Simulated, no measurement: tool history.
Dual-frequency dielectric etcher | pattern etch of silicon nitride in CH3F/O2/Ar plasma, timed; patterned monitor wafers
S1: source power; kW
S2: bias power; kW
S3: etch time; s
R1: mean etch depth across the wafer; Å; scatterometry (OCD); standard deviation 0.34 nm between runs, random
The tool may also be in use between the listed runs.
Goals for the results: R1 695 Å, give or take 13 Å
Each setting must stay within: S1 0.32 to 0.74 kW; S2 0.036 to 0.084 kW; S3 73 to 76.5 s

run	hour	S1	S2	S3	R1
1	0	0.53	0.06	73	614.01
2	5.6	0.55	0.06	73	621.46
3	13.5	0.55	0.05	73	581.56
4	18	0.57	0.051	73	596.36
5	25.7	0.57	0.046	73	564.74
6	27.7	0.57	0.037	73	519.69
7	28.6	0.59	0.04	73	545.29
8	36.4	0.61	0.042	73	561
9	40.2	0.62	0.044	73	575.95
10	43.3	0.63	0.046	73	593.69
11	50.8	0.64	0.047	73	607.57
12	52.2	0.65	0.048	73	612.48
13	58.4	0.66	0.049	73	621.23
14	60.9	0.67	0.05	73	635.82
15	67.6	0.68	0.051	73	642.37
16	72.3	0.69	0.052	73	651.31
17	73.6	0.7	0.053	73	665.32
18	75.1	0.72	0.054	73	674.79

Consider the 5 candidate settings below. Which is the only one whose results all fall within their allowed miss of target?
A	76.6	0.71	0.05	74.5	?
B	76.6	0.64	0.052	74.5	?
C	76.6	0.69	0.051	76	?
D	76.6	0.65	0.054	74	?
E	76.6	0.73	0.051	76.5	?

move	R1
A	660.46
B	640.73
C	670.65
D	651.05
E	692.28
A: moves away from the targets compared with the last run
B: moves away from the targets compared with the last run
C: moves away from the targets compared with the last run
D: moves away from the targets compared with the last run
E: meets every target
The move that meets every target is E.
